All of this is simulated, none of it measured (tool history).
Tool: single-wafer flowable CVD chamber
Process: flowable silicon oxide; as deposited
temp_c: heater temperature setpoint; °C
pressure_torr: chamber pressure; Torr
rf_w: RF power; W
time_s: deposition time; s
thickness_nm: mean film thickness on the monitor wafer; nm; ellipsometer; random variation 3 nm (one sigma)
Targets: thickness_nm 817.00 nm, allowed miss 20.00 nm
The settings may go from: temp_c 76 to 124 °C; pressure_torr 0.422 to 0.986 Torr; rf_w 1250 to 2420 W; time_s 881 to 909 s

run 1 day=0.000 | temp_c=100 pressure_torr=0.704 rf_w=1835 time_s=881 | thickness_nm=420.28
run 2 day=0.262 | temp_c=105 pressure_torr=0.704 rf_w=1835 time_s=881 | thickness_nm=347.72
run 3 day=0.638 | temp_c=99 pressure_torr=0.704 rf_w=1835 time_s=881 | thickness_nm=436.35
run 4 day=0.954 | temp_c=93 pressure_torr=0.705 rf_w=1835 time_s=881 | thickness_nm=544.74
run 5 day=1.271 | temp_c=93 pressure_torr=0.626 rf_w=1835 time_s=881 | thickness_nm=489.94
run 6 day=1.588 | temp_c=88 pressure_torr=0.627 rf_w=1835 time_s=881 | thickness_nm=585.79
run 7 day=1.767 | temp_c=85 pressure_torr=0.628 rf_w=1835 time_s=881 | thickness_nm=642.80
run 8 day=2.129 | temp_c=76 pressure_torr=0.630 rf_w=1835 time_s=881 | thickness_nm=848.93

Which of these 5 next moves meets every target?
run A day=2.492 | temp_c=80 pressure_torr=0.697 rf_w=1840 time_s=909 | thickness_nm=?
run B day=2.492 | temp_c=79 pressure_torr=0.711 rf_w=1970 time_s=881 | thickness_nm=?
run C day=2.492 | temp_c=83 pressure_torr=0.829 rf_w=1720 time_s=881 | thickness_nm=?
run D day=2.492 | temp_c=77 pressure_torr=0.622 rf_w=1875 time_s=881 | thickness_nm=?
run E day=2.492 | temp_c=77 pressure_torr=0.646 rf_w=1745 time_s=902 | thickness_nm=?

move=A thickness_nm=865.75
move=B thickness_nm=896.68
move=C thickness_nm=887.58
move=D thickness_nm=823.38
move=E thickness_nm=855.19
A: further off than the last run
B: further off than the last run
C: further off than the last run
D: meets every target
E: further off than the last run
The right move is D.

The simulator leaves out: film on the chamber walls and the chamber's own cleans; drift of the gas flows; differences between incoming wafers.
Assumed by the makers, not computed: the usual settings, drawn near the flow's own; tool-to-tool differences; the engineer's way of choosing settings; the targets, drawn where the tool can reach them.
